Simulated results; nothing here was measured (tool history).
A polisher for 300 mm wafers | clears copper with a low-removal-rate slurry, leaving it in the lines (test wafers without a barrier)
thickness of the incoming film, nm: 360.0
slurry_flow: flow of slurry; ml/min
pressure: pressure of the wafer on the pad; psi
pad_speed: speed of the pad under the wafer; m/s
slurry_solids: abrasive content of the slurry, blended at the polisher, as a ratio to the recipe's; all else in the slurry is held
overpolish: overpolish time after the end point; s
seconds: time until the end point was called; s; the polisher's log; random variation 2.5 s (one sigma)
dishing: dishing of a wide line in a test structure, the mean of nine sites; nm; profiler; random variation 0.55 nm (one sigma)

run  hour  slurry_flow  pressure  pad_speed  slurry_solids  overpolish  seconds  dishing
  1     0          225         3       1.04              1          11   122.33   27.298
  2     5          225       2.9       1.04              1          11   121.33   24.668
  3  10.9          225       2.8       1.02              1          12   130.63   25.048
  4  12.9          225       3.2       1.02              1          12   114.43   30.681
  5  19.3          225       3.1       1.02              1          12   123.13   28.554
  6  22.8          225       3.1       1.02              1          16   119.21    36.12

The next listed run, before its measurement:
  7  31.2          225         3       1.02              1          16        ?        ?

{"run 7": {"seconds": 121.98, "dishing": 35.635}}

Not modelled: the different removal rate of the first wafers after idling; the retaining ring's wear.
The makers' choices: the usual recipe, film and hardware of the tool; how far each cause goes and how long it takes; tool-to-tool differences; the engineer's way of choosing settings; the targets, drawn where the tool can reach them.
